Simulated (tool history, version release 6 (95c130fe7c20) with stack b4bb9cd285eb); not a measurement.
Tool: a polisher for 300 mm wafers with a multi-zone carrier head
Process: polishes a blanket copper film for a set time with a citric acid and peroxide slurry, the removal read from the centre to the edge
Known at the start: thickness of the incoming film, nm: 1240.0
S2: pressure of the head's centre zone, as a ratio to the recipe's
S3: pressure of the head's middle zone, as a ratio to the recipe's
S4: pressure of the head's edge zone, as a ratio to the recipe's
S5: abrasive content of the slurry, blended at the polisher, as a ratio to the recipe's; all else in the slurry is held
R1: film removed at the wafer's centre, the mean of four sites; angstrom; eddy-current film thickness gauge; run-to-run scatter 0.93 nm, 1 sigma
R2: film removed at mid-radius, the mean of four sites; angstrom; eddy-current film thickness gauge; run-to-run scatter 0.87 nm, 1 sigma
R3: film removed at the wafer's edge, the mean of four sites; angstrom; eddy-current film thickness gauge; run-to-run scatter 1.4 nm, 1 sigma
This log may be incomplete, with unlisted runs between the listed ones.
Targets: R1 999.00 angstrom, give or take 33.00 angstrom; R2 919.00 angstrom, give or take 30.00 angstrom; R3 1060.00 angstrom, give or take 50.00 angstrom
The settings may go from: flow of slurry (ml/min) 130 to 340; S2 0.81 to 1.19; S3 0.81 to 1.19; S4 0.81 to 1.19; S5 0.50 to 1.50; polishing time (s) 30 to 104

{"run": 1, "hour": 0.0, "flow of slurry (ml/min)": 220, "S2": 1.0, "S3": 1.0, "S4": 1.0, "S5": 1.0, "polishing time (s)": 67, "R1": 1220.4, "R2": 1196.1, "R3": 1275.9}
{"run": 2, "hour": 6.9, "flow of slurry (ml/min)": 215, "S2": 0.98, "S3": 0.96, "S4": 0.97, "S5": 0.9, "polishing time (s)": 66, "R1": 1172.2, "R2": 1109.4, "R3": 1171.6}
{"run": 3, "hour": 15.4, "flow of slurry (ml/min)": 215, "S2": 0.98, "S3": 0.96, "S4": 1.03, "S5": 0.9, "polishing time (s)": 66, "R1": 1150.3, "R2": 1109.7, "R3": 1214.7}
{"run": 4, "hour": 24.2, "flow of slurry (ml/min)": 215, "S2": 0.98, "S3": 0.96, "S4": 1.07, "S5": 0.9, "polishing time (s)": 66, "R1": 1151.4, "R2": 1109.5, "R3": 1206.3}
{"run": 5, "hour": 29.6, "flow of slurry (ml/min)": 215, "S2": 0.95, "S3": 0.96, "S4": 1.07, "S5": 0.9, "polishing time (s)": 66, "R1": 1120.6, "R2": 1127.9, "R3": 1225.5}
{"run": 6, "hour": 36.6, "flow of slurry (ml/min)": 235, "S2": 0.95, "S3": 0.96, "S4": 1.07, "S5": 0.9, "polishing time (s)": 66, "R1": 1106.3, "R2": 1139.3, "R3": 1255.5}
{"run": 7, "hour": 39.1, "flow of slurry (ml/min)": 225, "S2": 0.94, "S3": 0.93, "S4": 1.07, "S5": 0.85, "polishing time (s)": 66, "R1": 1093.4, "R2": 1069.5, "R3": 1206.9}
{"run": 8, "hour": 40.9, "flow of slurry (ml/min)": 215, "S2": 0.93, "S3": 0.91, "S4": 1.06, "S5": 0.8, "polishing time (s)": 66, "R1": 1070.6, "R2": 1047.4, "R3": 1169.6}
{"run": 9, "hour": 48.4, "flow of slurry (ml/min)": 210, "S2": 0.92, "S3": 0.89, "S4": 1.06, "S5": 0.75, "polishing time (s)": 66, "R1": 1030.2, "R2": 1001.5, "R3": 1191.7}
{"run": 10, "hour": 55.6, "flow of slurry (ml/min)": 210, "S2": 0.93, "S3": 0.89, "S4": 1.03, "S5": 0.7, "polishing time (s)": 65, "R1": 1003.1, "R2": 980.01, "R3": 1109.2}
{"run": 11, "hour": 64.6, "flow of slurry (ml/min)": 205, "S2": 0.93, "S3": 0.88, "S4": 1.02, "S5": 0.7, "polishing time (s)": 65, "R1": 1010.5, "R2": 973.0, "R3": 1135.9}
{"run": 12, "hour": 70.8, "flow of slurry (ml/min)": 205, "S2": 0.94, "S3": 0.88, "S4": 1.01, "S5": 0.65, "polishing time (s)": 65, "R1": 1008.7, "R2": 963.06, "R3": 1108.0}
{"run": 13, "hour": 79.4, "flow of slurry (ml/min)": 200, "S2": 0.94, "S3": 0.88, "S4": 1.0, "S5": 0.65, "polishing time (s)": 65, "R1": 1009.5, "R2": 959.81, "R3": 1099.9}

Consider the 4 candidate settings below. Which is the only one whose results all fall within their allowed miss of target?
{"run": "A", "hour": 88.0, "flow of slurry (ml/min)": 195, "S2": 0.96, "S3": 0.87, "S4": 0.99, "S5": 0.8, "polishing time (s)": 61, "R1": "?", "R2": "?", "R3": "?"}
{"run": "B", "hour": 88.0, "flow of slurry (ml/min)": 235, "S2": 0.91, "S3": 0.88, "S4": 1.03, "S5": 0.6, "polishing time (s)": 63, "R1": "?", "R2": "?", "R3": "?"}
{"run": "C", "hour": 88.0, "flow of slurry (ml/min)": 190, "S2": 1.05, "S3": 0.97, "S4": 0.96, "S5": 0.55, "polishing time (s)": 60, "R1": "?", "R2": "?", "R3": "?"}
{"run": "D", "hour": 88.0, "flow of slurry (ml/min)": 200, "S2": 0.89, "S3": 0.87, "S4": 1.0, "S5": 0.65, "polishing time (s)": 63, "R1": "?", "R2": "?", "R3": "?"}

move=A R1=998.26 R2=911.94 R3=1063.20
move=B R1=943.84 R2=916.48 R3=1072.50
move=C R1=992.59 R2=906.36 R3=951.09
move=D R1=918.42 R2=905.55 R3=1059.70
A: all results in spec
B: the worst result of the last run now meets its target, but another is out of spec
C: the worst result of the last run now meets its target, but another is out of spec
D: the worst result of the last run now meets its target, but another is out of spec
Go with A: it meets all targets.
